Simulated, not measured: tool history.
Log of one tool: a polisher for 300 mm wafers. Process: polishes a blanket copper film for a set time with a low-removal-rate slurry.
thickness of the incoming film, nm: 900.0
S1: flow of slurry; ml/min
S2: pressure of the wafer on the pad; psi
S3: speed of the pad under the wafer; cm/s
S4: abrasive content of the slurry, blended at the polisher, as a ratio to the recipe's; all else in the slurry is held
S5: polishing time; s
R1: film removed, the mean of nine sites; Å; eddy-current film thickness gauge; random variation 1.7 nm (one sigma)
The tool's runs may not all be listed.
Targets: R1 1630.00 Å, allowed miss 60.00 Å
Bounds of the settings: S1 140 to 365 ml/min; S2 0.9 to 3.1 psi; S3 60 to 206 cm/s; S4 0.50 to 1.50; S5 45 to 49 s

run  hour   S1   S2   S3    S4  S5       R1
  1   0.0  235  2.0  132  1.00  49  1111.70
  2   0.7  235  2.2  132  1.00  49  1225.70
  3   8.0  235  2.2  112  1.00  49  1031.30
  4  13.9  235  2.2   94  1.00  49   875.07
  5  16.1  235  2.5  100  1.00  49  1037.90
  6  18.6  235  2.5   86  1.00  49   918.86
  7  19.4  235  2.7   98  1.00  49  1141.80
  8  24.4  235  2.8  104  1.00  49  1231.80
  9  26.7  235  2.9  110  1.00  49  1332.40
 10  31.8  235  3.0  114  1.00  49  1428.80
 11  38.3  235  3.0  118  1.00  49  1468.00
 12  39.3  235  3.0  120  1.00  49  1514.10
 13  45.5  235  3.0  122  1.00  49  1527.20

4 next moves are on the table. One of them brings every result within its allowed miss. Which?
  A  51.7  235  2.9  124  0.95  47   ?
  B  51.7  205  2.9  118  1.10  49   ?
  C  51.7  250  3.1  124  1.00  49   ?
  D  51.7  235  2.9  114  1.10  48   ?

move       R1
   A  1398.40
   B  1429.70
   C  1594.20
   D  1379.70
A: further off than the last run
B: further off than the last run
C: meets every target
D: further off than the last run
Answer: C

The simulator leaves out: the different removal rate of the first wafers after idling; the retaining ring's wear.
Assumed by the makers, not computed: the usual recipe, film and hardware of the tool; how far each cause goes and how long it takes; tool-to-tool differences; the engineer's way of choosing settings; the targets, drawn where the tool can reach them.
